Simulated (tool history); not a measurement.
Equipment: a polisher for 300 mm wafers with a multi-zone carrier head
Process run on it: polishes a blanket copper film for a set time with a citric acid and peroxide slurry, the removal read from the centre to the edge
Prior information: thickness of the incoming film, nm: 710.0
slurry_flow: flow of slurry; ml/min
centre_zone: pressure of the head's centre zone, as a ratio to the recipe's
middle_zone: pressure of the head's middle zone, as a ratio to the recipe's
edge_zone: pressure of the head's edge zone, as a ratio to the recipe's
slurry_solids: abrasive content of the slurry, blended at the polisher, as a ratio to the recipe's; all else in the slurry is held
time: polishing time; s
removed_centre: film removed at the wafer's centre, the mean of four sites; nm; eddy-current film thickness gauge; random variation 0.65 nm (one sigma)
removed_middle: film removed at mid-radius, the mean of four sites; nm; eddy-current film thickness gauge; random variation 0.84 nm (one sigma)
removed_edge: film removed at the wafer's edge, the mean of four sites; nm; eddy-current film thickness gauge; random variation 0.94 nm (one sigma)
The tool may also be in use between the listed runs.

{"run": 1, "hour": 0.0, "slurry_flow": 245, "centre_zone": 1.0, "middle_zone": 1.0, "edge_zone": 1.0, "slurry_solids": 1.0, "time": 56, "removed_centre": 92.006, "removed_middle": 91.382, "removed_edge": 89.558}
{"run": 2, "hour": 2.7, "slurry_flow": 245, "centre_zone": 1.0, "middle_zone": 1.0, "edge_zone": 0.92, "slurry_solids": 1.0, "time": 56, "removed_centre": 89.733, "removed_middle": 94.083, "removed_edge": 89.293}
{"run": 3, "hour": 9.8, "slurry_flow": 240, "centre_zone": 0.98, "middle_zone": 0.98, "edge_zone": 0.92, "slurry_solids": 0.85, "time": 52, "removed_centre": 78.05, "removed_middle": 79.854, "removed_edge": 77.671}
{"run": 4, "hour": 14.9, "slurry_flow": 235, "centre_zone": 0.95, "middle_zone": 0.97, "edge_zone": 0.91, "slurry_solids": 0.75, "time": 52, "removed_centre": 73.57, "removed_middle": 78.532, "removed_edge": 74.307}
{"run": 5, "hour": 20.4, "slurry_flow": 235, "centre_zone": 0.95, "middle_zone": 0.97, "edge_zone": 0.91, "slurry_solids": 0.75, "time": 62, "removed_centre": 88.605, "removed_middle": 93.23, "removed_edge": 91.359}
{"run": 6, "hour": 22.4, "slurry_flow": 230, "centre_zone": 0.92, "middle_zone": 0.95, "edge_zone": 0.9, "slurry_solids": 0.65, "time": 58, "removed_centre": 77.109, "removed_middle": 79.792, "removed_edge": 79.475}
{"run": 7, "hour": 26.0, "slurry_flow": 225, "centre_zone": 0.89, "middle_zone": 0.94, "edge_zone": 0.88, "slurry_solids": 0.6, "time": 57, "removed_centre": 70.258, "removed_middle": 78.038, "removed_edge": 76.56}

Estimate the outcome of run 8 from the log above:
{"run": 8, "hour": 29.9, "slurry_flow": 225, "centre_zone": 0.89, "middle_zone": 0.93, "edge_zone": 0.87, "slurry_solids": 0.55, "time": 56, "removed_centre": "?", "removed_middle": "?", "removed_edge": "?"}

removed_centre: 66.979 nm
removed_middle: 73.401 nm
removed_edge: 72.397 nm

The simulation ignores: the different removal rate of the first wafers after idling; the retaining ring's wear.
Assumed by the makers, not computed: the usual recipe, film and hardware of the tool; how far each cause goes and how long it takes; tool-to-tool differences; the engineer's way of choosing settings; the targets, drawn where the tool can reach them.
